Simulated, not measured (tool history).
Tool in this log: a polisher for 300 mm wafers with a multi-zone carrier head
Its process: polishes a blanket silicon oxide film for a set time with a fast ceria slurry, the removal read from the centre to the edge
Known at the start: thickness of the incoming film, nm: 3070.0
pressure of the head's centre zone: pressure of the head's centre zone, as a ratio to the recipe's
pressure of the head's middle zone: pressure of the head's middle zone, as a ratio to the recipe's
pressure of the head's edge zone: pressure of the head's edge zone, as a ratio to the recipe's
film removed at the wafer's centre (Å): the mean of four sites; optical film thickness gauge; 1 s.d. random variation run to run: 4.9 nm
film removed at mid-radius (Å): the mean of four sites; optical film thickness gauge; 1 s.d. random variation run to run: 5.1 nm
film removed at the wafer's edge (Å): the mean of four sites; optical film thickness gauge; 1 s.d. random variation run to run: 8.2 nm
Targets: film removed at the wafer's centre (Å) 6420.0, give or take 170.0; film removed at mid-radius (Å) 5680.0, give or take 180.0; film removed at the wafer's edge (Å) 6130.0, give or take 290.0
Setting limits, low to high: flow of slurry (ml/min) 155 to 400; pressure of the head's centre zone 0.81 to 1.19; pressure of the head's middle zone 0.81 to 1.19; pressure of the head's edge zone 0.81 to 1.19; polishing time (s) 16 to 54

run	hour	flow of slurry (ml/min)	pressure of the head's centre zone	pressure of the head's middle zone	pressure of the head's edge zone	polishing time (s)	film removed at the wafer's centre (Å)	film removed at mid-radius (Å)	film removed at the wafer's edge (Å)
1	0.0	255	1.00	1.00	1.00	35	4102.2	4132.3	4101.1
2	7.8	285	1.00	1.00	1.00	35	4191.9	4193.0	4138.0
3	13.0	285	1.02	1.00	1.03	37	4494.2	4483.3	4404.9
4	21.9	285	1.02	1.06	1.03	37	4498.0	4628.9	4397.3
5	26.6	285	1.02	1.06	1.12	37	4489.3	4704.7	4586.9
6	31.9	285	1.02	1.01	1.12	37	4475.8	4532.5	4616.9
7	39.3	285	1.04	1.00	1.13	39	4882.6	4704.9	4989.1
8	47.0	285	1.04	1.00	1.13	39	4833.7	4726.2	4772.8
9	48.7	285	1.04	0.98	1.14	41	5069.6	4901.2	5136.1
10	52.8	285	1.05	0.98	1.15	42	5161.6	5009.9	5383.8
11	59.3	290	1.07	0.98	1.15	43	5496.6	5155.3	5474.8
12	64.6	295	1.08	0.98	1.16	44	5761.1	5251.6	5682.4
13	73.0	300	1.09	0.98	1.16	44	5639.4	5212.1	5573.9
14	77.2	300	1.10	0.98	1.16	45	5898.1	5333.5	5780.7
15	80.7	300	1.11	0.98	1.16	45	5872.7	5345.4	5750.1
16	85.4	300	1.12	0.98	1.16	45	6060.2	5362.2	5726.6

Which of these 4 next moves meets every target?
A	90.1	280	1.15	1.00	1.19	47	?	?	?
B	90.1	305	1.12	0.88	1.14	47	?	?	?
C	90.1	230	1.09	0.93	1.09	44	?	?	?
D	90.1	310	1.15	1.09	1.13	42	?	?	?

move	film removed at the wafer's centre (Å)	film removed at mid-radius (Å)	film removed at the wafer's edge (Å)
A	6311.3	5647.5	5952.3
B	6209.4	5176.4	5866.5
C	5480.0	4898.6	5243.2
D	5705.4	5446.2	5211.6
A: meets every target
B: lands further from the targets than the last run did
C: lands further from the targets than the last run did
D: lands further from the targets than the last run did
The move that meets every target is A.
